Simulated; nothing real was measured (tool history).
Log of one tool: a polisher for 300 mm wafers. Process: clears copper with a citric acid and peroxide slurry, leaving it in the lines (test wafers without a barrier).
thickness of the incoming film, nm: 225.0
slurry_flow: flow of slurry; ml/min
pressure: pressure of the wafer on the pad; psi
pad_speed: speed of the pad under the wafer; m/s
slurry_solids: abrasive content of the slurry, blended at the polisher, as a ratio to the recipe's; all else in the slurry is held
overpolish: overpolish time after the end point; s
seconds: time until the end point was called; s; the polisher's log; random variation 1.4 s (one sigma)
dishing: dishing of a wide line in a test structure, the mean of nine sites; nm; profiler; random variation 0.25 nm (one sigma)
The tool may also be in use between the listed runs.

{"run": 1, "hour": 0.0, "slurry_flow": 290, "pressure": 3.6, "pad_speed": 1.06, "slurry_solids": 1, "overpolish": 14, "seconds": 89.134, "dishing": 18.272}
{"run": 2, "hour": 8.7, "slurry_flow": 290, "pressure": 3.6, "pad_speed": 1.06, "slurry_solids": 1, "overpolish": 17, "seconds": 87.398, "dishing": 20.056}
{"run": 3, "hour": 10.6, "slurry_flow": 290, "pressure": 3.5, "pad_speed": 1.06, "slurry_solids": 1, "overpolish": 18, "seconds": 89.908, "dishing": 20.479}
{"run": 4, "hour": 13.2, "slurry_flow": 290, "pressure": 3.4, "pad_speed": 1.06, "slurry_solids": 1, "overpolish": 18, "seconds": 92.778, "dishing": 19.943}
{"run": 5, "hour": 18.0, "slurry_flow": 290, "pressure": 3.4, "pad_speed": 1.06, "slurry_solids": 1, "overpolish": 22, "seconds": 94.627, "dishing": 22.536}
{"run": 6, "hour": 20.2, "slurry_flow": 355, "pressure": 3.4, "pad_speed": 1.06, "slurry_solids": 1, "overpolish": 22, "seconds": 92.11, "dishing": 22.632}

Run 7 comes next. What will it give?
{"run": 7, "hour": 22.0, "slurry_flow": 355, "pressure": 3.3, "pad_speed": 1.06, "slurry_solids": 1, "overpolish": 22, "seconds": "?", "dishing": "?"}

Run 7 gave seconds 94.252 s, dishing 21.937 nm.
